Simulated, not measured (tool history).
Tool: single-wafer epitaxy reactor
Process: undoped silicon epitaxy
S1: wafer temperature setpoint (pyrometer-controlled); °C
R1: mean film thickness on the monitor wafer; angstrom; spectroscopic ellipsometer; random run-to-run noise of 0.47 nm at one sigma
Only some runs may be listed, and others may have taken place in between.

Run 1, day 0: S1 630 °C, deposition time (s) 588. Result: R1 608.46 angstrom.
Run 2, day 0.021: S1 620 °C, deposition time (s) 588. Result: R1 496.82 angstrom.
Run 3, day 0.046: S1 612 °C, deposition time (s) 588. Result: R1 415.79 angstrom.
Run 4, day 0.183: S1 608 °C, deposition time (s) 588. Result: R1 381.76 angstrom.
Run 5, day 0.496: S1 608 °C, deposition time (s) 523. Result: R1 343 angstrom.
Run 6, day 0.6: S1 608 °C, deposition time (s) 603. Result: R1 392.86 angstrom.
Run 7, day 0.925: S1 620 °C, deposition time (s) 616. Result: R1 517.58 angstrom.

What does the tool deliver on the next run?
Run 8, day 1.233: S1 629 °C, deposition time (s) 619. Result: R1 ?.

R1: 620.56 angstrom

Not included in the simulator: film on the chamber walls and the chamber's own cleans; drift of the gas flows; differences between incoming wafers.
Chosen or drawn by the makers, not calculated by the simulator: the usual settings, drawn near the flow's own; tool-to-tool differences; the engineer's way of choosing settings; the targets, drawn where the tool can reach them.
